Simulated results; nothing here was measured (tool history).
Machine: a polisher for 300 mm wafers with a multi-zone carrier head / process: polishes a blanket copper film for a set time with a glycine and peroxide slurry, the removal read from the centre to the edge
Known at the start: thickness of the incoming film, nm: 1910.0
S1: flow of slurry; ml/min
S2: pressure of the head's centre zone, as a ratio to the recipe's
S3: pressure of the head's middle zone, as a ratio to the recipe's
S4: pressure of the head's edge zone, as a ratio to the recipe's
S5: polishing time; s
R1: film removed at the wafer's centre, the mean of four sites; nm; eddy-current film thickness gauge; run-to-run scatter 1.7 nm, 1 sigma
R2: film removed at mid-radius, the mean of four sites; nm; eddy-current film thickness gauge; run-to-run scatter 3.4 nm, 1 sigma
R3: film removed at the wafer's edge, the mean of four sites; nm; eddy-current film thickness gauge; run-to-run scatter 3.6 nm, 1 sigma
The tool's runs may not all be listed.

{"run": 1, "hour": 0.0, "S1": 135, "S2": 1, "S3": 1, "S4": 1, "S5": 58, "R1": 320.42, "R2": 313.83, "R3": 314.65}
{"run": 2, "hour": 1.5, "S1": 135, "S2": 1, "S3": 1.07, "S4": 1, "S5": 58, "R1": 319.98, "R2": 333.88, "R3": 310.09}
{"run": 3, "hour": 9.7, "S1": 135, "S2": 1, "S3": 1.03, "S4": 1, "S5": 58, "R1": 315.3, "R2": 324.93, "R3": 309.68}
{"run": 4, "hour": 12.9, "S1": 135, "S2": 1, "S3": 1.07, "S4": 1, "S5": 58, "R1": 321.06, "R2": 340.44, "R3": 313.37}
{"run": 5, "hour": 14.9, "S1": 125, "S2": 0.99, "S3": 1.04, "S4": 0.99, "S5": 58, "R1": 310.04, "R2": 320.8, "R3": 307.44}
{"run": 6, "hour": 16.9, "S1": 125, "S2": 0.99, "S3": 1.04, "S4": 0.96, "S5": 58, "R1": 309.42, "R2": 319.18, "R3": 295.22}
{"run": 7, "hour": 25.4, "S1": 115, "S2": 0.99, "S3": 1.02, "S4": 0.97, "S5": 58, "R1": 303.71, "R2": 301.44, "R3": 290.76}
{"run": 8, "hour": 28.6, "S1": 110, "S2": 0.98, "S3": 1.02, "S4": 0.98, "S5": 58, "R1": 296.94, "R2": 303.29, "R3": 295.51}
{"run": 9, "hour": 34.2, "S1": 105, "S2": 0.98, "S3": 1.01, "S4": 0.98, "S5": 58, "R1": 289.21, "R2": 296.76, "R3": 292.78}
{"run": 10, "hour": 40.9, "S1": 105, "S2": 0.98, "S3": 1, "S4": 0.98, "S5": 58, "R1": 293.01, "R2": 298.09, "R3": 290.33}
{"run": 11, "hour": 43.8, "S1": 85, "S2": 0.97, "S3": 0.96, "S4": 1.04, "S5": 58, "R1": 265.87, "R2": 264.16, "R3": 287.18}

For run 12, what comes out?
{"run": 12, "hour": 44.6, "S1": 90, "S2": 0.97, "S3": 0.97, "S4": 1.03, "S5": 58, "R1": "?", "R2": "?", "R3": "?"}

{"run 12": {"R1": 271.29, "R2": 275.31, "R3": 290.89}}
